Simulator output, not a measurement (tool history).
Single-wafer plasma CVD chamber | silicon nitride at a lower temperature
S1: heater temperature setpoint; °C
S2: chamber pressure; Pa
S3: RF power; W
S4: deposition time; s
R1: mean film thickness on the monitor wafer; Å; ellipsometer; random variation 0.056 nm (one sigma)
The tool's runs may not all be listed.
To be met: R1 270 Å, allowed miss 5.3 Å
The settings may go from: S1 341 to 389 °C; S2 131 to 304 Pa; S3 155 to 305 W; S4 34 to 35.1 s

| run | hour | S1 | S2 | S3 | S4 | R1 |
|---|---|---|---|---|---|---|
| 1 | 0 | 365 | 217 | 230 | 34 | 336.19 |
| 2 | 7.1 | 365 | 211 | 225 | 34 | 326.62 |
| 3 | 13.4 | 365 | 211 | 225 | 34 | 326.62 |
| 4 | 20.3 | 356 | 211 | 225 | 34 | 327.77 |
| 5 | 27.9 | 356 | 211 | 195 | 34 | 283.02 |
| 6 | 32.9 | 356 | 208 | 195 | 34 | 281.34 |
| 7 | 38.5 | 356 | 205 | 195 | 34 | 280.02 |
| 8 | 42.2 | 356 | 204 | 195 | 34 | 279.23 |
| 9 | 47 | 356 | 203 | 195 | 34 | 279.34 |
| 10 | 50.3 | 356 | 180 | 190 | 34 | 260.77 |

Which of these 5 next moves meets every target?
| A | 53.6 | 355 | 183 | 195 | 34 | ? |
| B | 53.6 | 359 | 173 | 190 | 34 | ? |
| C | 53.6 | 353 | 180 | 190 | 34 | ? |
| D | 53.6 | 353 | 143 | 200 | 34.7 | ? |
| E | 53.6 | 363 | 169 | 185 | 35.1 | ? |

| move | R1 |
|---|---|
| A | 270.47 |
| B | 257.93 |
| C | 261.7 |
| D | 260.91 |
| E | 256.04 |
A: meets every target
B: further off than the last run
C: nearer than the last run, and not there yet
D: as far off as the last run
E: further off than the last run
Answer: A
